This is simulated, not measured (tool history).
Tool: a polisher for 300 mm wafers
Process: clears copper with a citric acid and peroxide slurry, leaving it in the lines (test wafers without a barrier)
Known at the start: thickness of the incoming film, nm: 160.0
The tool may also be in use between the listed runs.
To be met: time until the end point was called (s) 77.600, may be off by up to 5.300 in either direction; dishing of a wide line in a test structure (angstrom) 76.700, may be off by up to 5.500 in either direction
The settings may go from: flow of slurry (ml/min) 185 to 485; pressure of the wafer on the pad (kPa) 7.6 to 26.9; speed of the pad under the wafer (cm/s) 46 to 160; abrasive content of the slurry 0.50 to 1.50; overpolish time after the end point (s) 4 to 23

run  hour  flow of slurry (ml/min)  pressure of the wafer on the pad (kPa)  speed of the pad under the wafer (cm/s)  abrasive content of the slurry  overpolish time after the end point (s)  time until the end point was called (s)  dishing of a wide line in a test structure (angstrom)
  1   0.0                      310                                    17.2                                      102                            1.00                                       12                                  113.290                                                153.950
  2   7.7                      310                                    17.2                                      102                            1.15                                       12                                  106.690                                                157.800
  3  12.4                      310                                    17.2                                      104                            1.20                                       11                                  102.150                                                152.680
  4  20.6                      310                                    17.2                                      104                            1.25                                       10                                  100.140                                                144.490
  5  28.0                      310                                    17.2                                       82                            1.25                                       10                                  128.070                                                112.050
     36.6  -- slurry nozzle cleaned
  6  36.6                      325                                    18.6                                       78                            1.30                                        9                                  120.770                                                116.060
  7  37.7                      300                                    17.2                                       92                            1.35                                        8                                  110.550                                                108.410
  8  43.2                      280                                    16.5                                      102                            1.40                                        7                                   98.834                                                105.090

Next run, 4 choices. One meets every target within its allowed miss, the rest don't. Which?
  A  48.7                      240                                    15.9                                      142                            1.30                                        5                                        ?                                                      ?
  B  48.7                      295                                    17.2                                      146                            1.45                                        4                                        ?                                                      ?
  C  48.7                      265                                    15.9                                      112                            1.40                                        5                                        ?                                                      ?
  D  48.7                      260                                    20.7                                      106                            1.40                                        4                                        ?                                                      ?

move  time until the end point was called (s)  dishing of a wide line in a test structure (angstrom)
   A                                   79.222                                                 94.580
   B                                   67.806                                                 88.742
   C                                   97.071                                                 77.818
   D                                   79.256                                                 76.502
A: nearer than the last run, and not there yet
B: nearer than the last run, and not there yet
C: puts the biggest miss on target and leaves a different result outside tolerance
D: hits every target within its allowed miss
Move D is the one to make.

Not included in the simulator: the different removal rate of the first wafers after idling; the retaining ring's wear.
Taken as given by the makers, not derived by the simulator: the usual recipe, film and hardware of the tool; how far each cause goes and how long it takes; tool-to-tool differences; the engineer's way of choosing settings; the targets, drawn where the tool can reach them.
